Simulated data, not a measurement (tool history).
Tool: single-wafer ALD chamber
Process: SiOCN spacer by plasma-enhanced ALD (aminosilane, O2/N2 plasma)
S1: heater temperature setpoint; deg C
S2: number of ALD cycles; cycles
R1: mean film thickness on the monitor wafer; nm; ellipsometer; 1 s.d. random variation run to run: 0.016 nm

run 1 day=0 | S1=405 S2=102 | R1=5.3072
run 2 day=0.179 | S1=400 S2=104 | R1=5.4468
run 3 day=0.212 | S1=397 S2=106 | R1=5.5966
run 4 day=0.546 | S1=391 S2=106 | R1=5.5822
run 5 day=0.608 | S1=391 S2=108 | R1=5.7094
run 6 day=0.938 | S1=391 S2=109 | R1=5.7354
run 7 day=1.079 | S1=391 S2=110 | R1=5.8132

Estimate the outcome of run 8 from the log above:
run 8 day=1.321 | S1=385 S2=111 | R1=?

{"run 8": {"R1": 5.8653}}
